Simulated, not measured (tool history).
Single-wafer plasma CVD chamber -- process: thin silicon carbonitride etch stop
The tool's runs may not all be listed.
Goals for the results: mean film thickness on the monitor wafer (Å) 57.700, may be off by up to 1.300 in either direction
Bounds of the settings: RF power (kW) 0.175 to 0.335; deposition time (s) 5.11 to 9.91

run  hour  RF power (kW)  deposition time (s)  mean film thickness on the monitor wafer (Å)
  1   0.0          0.255                 7.51                                        47.022
  2   7.3          0.235                 7.51                                        45.539
  3   8.2          0.235                 6.74                                        40.934
  4  12.8          0.255                 7.18                                        45.033
  5  13.6          0.270                 7.46                                        48.165
  6  15.7          0.285                 7.62                                        50.167
  7  23.7          0.295                 7.77                                        51.514
  8  32.1          0.300                 7.91                                        53.168
  9  35.1          0.305                 8.00                                        54.270
 10  41.9          0.310                 8.06                                        54.692

Which of these 4 next moves meets every target?
  A  48.7          0.285                 7.97                                             ?
  B  48.7          0.305                 8.47                                             ?
  C  48.7          0.240                 8.19                                             ?
  D  48.7          0.320                 8.73                                             ?

move  mean film thickness on the monitor wafer (Å)
   A                                        52.410
   B                                        57.314
   C                                        49.892
   D                                        60.254
A: its largest miss is bigger than the last run's
B: every result lands within tolerance
C: its largest miss is bigger than the last run's
D: takes the result that was furthest off past its target
The right move is B.
